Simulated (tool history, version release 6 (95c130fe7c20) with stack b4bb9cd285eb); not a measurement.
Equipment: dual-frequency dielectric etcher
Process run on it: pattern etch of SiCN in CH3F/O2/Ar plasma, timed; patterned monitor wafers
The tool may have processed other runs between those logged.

run,day,source power (kW),bias power (kW),etch time (s),mean etch depth across the wafer (nm)
1,0,0.47,0.072,82,28.95
2,0.121,0.47,0.084,82,30.377
3,0.208,0.49,0.085,82,31.1
4,0.558,0.5,0.085,82,31.051
5,0.617,0.5,0.078,82,30.173
6,0.808,0.5,0.068,82,28.908
7,1.138,0.53,0.07,82,29.795

What does the tool deliver on the next run?
8,1.304,0.55,0.071,82,?

For run 8 the tool returned mean etch depth across the wafer (nm) 30.304.
